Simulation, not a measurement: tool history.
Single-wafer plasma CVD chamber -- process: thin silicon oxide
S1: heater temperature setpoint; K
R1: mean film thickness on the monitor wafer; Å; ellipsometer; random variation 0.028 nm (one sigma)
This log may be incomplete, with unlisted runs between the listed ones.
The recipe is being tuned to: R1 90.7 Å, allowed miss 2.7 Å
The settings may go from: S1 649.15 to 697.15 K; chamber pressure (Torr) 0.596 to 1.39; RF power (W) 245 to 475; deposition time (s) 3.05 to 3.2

run 1 day=0 | S1=673.15 chamber_pressure_(Torr)=0.993 RF_power_(W)=360 deposition_time_(s)=3.2 | R1=74.274
run 2 day=0.088 | S1=673.15 chamber_pressure_(Torr)=1.063 RF_power_(W)=365 deposition_time_(s)=3.2 | R1=79.132
run 3 day=0.258 | S1=673.15 chamber_pressure_(Torr)=1.063 RF_power_(W)=405 deposition_time_(s)=3.2 | R1=83.057
run 4 day=0.621 | S1=673.15 chamber_pressure_(Torr)=0.9 RF_power_(W)=405 deposition_time_(s)=3.2 | R1=72.033
run 5 day=0.829 | S1=673.15 chamber_pressure_(Torr)=0.965 RF_power_(W)=405 deposition_time_(s)=3.2 | R1=77.725
run 6 day=1.083 | S1=673.15 chamber_pressure_(Torr)=0.965 RF_power_(W)=360 deposition_time_(s)=3.2 | R1=72.716
-- day=1.329 thermocouple changed; heater temperature recalibrated
run 7 day=1.329 | S1=673.15 chamber_pressure_(Torr)=1.036 RF_power_(W)=365 deposition_time_(s)=3.2 | R1=78.01
run 8 day=1.483 | S1=673.15 chamber_pressure_(Torr)=1.083 RF_power_(W)=365 deposition_time_(s)=3.2 | R1=79.859
run 9 day=1.704 | S1=673.15 chamber_pressure_(Torr)=1.127 RF_power_(W)=370 deposition_time_(s)=3.2 | R1=82.94
run 10 day=1.967 | S1=673.15 chamber_pressure_(Torr)=1.159 RF_power_(W)=370 deposition_time_(s)=3.2 | R1=85.462
run 11 day=2.208 | S1=673.15 chamber_pressure_(Torr)=1.179 RF_power_(W)=370 deposition_time_(s)=3.2 | R1=86.025
run 12 day=2.262 | S1=673.15 chamber_pressure_(Torr)=1.198 RF_power_(W)=370 deposition_time_(s)=3.2 | R1=86.556

Which of these 5 next moves meets every target?
run A day=2.317 | S1=664.15 chamber_pressure_(Torr)=1.118 RF_power_(W)=435 deposition_time_(s)=3.05 | R1=?
run B day=2.317 | S1=680.15 chamber_pressure_(Torr)=1.047 RF_power_(W)=415 deposition_time_(s)=3.05 | R1=?
run C day=2.317 | S1=660.15 chamber_pressure_(Torr)=1.259 RF_power_(W)=375 deposition_time_(s)=3.2 | R1=?
run D day=2.317 | S1=675.15 chamber_pressure_(Torr)=1.101 RF_power_(W)=400 deposition_time_(s)=3.05 | R1=?
run E day=2.317 | S1=678.15 chamber_pressure_(Torr)=1.156 RF_power_(W)=335 deposition_time_(s)=3.2 | R1=?

move=A R1=85.957
move=B R1=79.242
move=C R1=90.148
move=D R1=81.105
move=E R1=80.074
A: further off than the last run
B: further off than the last run
C: meets every target
D: further off than the last run
E: further off than the last run
The right move is C.

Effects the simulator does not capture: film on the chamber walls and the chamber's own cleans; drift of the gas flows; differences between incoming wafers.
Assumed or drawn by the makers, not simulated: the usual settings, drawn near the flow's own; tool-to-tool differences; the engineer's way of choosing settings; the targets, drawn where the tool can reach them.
